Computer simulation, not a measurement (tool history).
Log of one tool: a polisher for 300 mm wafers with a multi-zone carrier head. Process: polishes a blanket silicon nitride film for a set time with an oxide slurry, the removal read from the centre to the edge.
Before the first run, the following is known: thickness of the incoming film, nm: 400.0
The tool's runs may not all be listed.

run,hour,flow of slurry (ml/min),pressure of the head's centre zone,pressure of the head's middle zone,pressure of the head's edge zone,abrasive content of the slurry,polishing time (s),film removed at the wafer's centre (nm),film removed at mid-radius (nm),film removed at the wafer's edge (nm)
1,0,235,1,1,1,1,71,24.46,24.147,24.418
2,2.1,230,1.01,0.99,0.97,0.95,71,23.34,24.372,23.496
3,9.5,235,1.04,0.97,0.97,0.9,70,23.776,22.319,22.485
4,17.9,235,1.04,0.97,0.97,0.9,57,18.897,17.409,18.435
5,23.5,235,1.04,0.97,1.01,0.9,57,19.069,17.797,18.757
6,31.8,245,1.06,1,1.02,0.9,57,19.635,18.772,18.527
7,33.8,250,1.07,1,1.03,0.95,57,20.685,19.175,19.772
8,36.2,260,1.08,1.01,1.03,0.95,57,20.84,19.566,19.771
9,39.9,260,1.08,1.01,1.03,0.95,57,20.869,19.398,19.894

Estimate the outcome of run 10 from the log above:
10,48.6,270,1.1,1.02,1.03,0.95,57,?,?,?

film removed at the wafer's centre (nm): 21.323
film removed at mid-radius (nm): 20.027
film removed at the wafer's edge (nm): 19.64
